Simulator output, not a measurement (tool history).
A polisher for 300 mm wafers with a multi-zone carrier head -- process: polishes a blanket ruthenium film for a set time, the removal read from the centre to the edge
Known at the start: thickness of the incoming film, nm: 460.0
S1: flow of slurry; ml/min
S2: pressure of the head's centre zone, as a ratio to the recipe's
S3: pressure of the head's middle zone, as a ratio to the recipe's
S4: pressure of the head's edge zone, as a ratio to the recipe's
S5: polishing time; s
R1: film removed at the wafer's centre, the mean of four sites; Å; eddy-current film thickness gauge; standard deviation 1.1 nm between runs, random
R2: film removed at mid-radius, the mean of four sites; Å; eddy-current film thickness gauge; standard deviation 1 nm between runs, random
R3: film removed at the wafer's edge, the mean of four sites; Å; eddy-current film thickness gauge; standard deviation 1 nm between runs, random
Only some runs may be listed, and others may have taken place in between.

run,hour,S1,S2,S3,S4,S5,R1,R2,R3
1,0.0,120,1.00,1.00,1.00,85,624.39,649.67,608.61
2,5.6,120,1.00,1.00,1.07,85,632.11,657.11,657.43
3,7.1,145,1.00,1.00,1.07,85,651.09,662.26,657.40
4,11.6,145,1.01,1.01,1.07,86,665.30,681.54,683.06
5,16.6,145,1.02,1.02,1.06,86,686.57,667.64,656.98
6,22.5,145,1.02,1.03,1.06,87,680.87,697.57,673.35
7,29.0,145,1.02,1.03,1.06,87,683.41,704.61,689.35
8,32.4,145,1.03,1.04,1.05,87,664.80,701.08,660.53
9,38.8,145,1.04,1.04,1.05,88,716.00,718.15,700.94
10,45.5,145,1.04,1.05,1.04,88,709.58,705.26,683.24
11,46.7,145,1.04,1.06,1.03,89,717.29,728.77,700.37
12,47.9,145,1.04,1.07,1.02,89,710.49,731.14,687.50

Run 13 has not been measured yet. What should we expect?
13,55.6,145,1.04,1.08,1.01,89,?,?,?

{"run 13": {"R1": 705.56, "R2": 756.01, "R3": 672.32}}
